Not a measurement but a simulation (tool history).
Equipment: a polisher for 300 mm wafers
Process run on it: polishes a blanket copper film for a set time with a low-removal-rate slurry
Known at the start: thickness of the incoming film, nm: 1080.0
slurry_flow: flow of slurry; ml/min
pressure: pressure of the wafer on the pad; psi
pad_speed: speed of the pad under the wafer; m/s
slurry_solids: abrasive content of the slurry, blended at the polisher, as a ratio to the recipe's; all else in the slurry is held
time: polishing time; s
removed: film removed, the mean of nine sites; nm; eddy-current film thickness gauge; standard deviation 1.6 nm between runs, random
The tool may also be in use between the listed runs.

{"run": 1, "day": 0.0, "slurry_flow": 210, "pressure": 1.8, "pad_speed": 0.92, "slurry_solids": 1.0, "time": 117, "removed": 166.12}
{"run": 2, "day": 0.358, "slurry_flow": 210, "pressure": 1.7, "pad_speed": 0.92, "slurry_solids": 1.0, "time": 117, "removed": 164.64}
{"run": 3, "day": 0.671, "slurry_flow": 210, "pressure": 1.7, "pad_speed": 1.08, "slurry_solids": 1.0, "time": 117, "removed": 179.9}
{"run": 4, "day": 0.967, "slurry_flow": 210, "pressure": 2.0, "pad_speed": 1.08, "slurry_solids": 1.0, "time": 117, "removed": 211.16}
{"run": 5, "day": 1.008, "slurry_flow": 210, "pressure": 1.9, "pad_speed": 1.08, "slurry_solids": 1.0, "time": 117, "removed": 210.13}
{"run": 6, "day": 1.088, "slurry_flow": 210, "pressure": 2.1, "pad_speed": 1.08, "slurry_solids": 1.0, "time": 117, "removed": 223.28}
{"run": 7, "day": 1.254, "slurry_flow": 210, "pressure": 2.0, "pad_speed": 1.08, "slurry_solids": 1.0, "time": 117, "removed": 213.74}
{"run": 8, "day": 1.608, "slurry_flow": 210, "pressure": 1.5, "pad_speed": 1.02, "slurry_solids": 1.0, "time": 117, "removed": 152.66}
{"run": 9, "day": 1.646, "slurry_flow": 210, "pressure": 1.3, "pad_speed": 1.0, "slurry_solids": 1.0, "time": 117, "removed": 133.29}

Predict the results of run 10:
{"run": 10, "day": 1.758, "slurry_flow": 210, "pressure": 1.2, "pad_speed": 1.0, "slurry_solids": 1.0, "time": 117, "removed": "?"}

removed: 122.35 nm

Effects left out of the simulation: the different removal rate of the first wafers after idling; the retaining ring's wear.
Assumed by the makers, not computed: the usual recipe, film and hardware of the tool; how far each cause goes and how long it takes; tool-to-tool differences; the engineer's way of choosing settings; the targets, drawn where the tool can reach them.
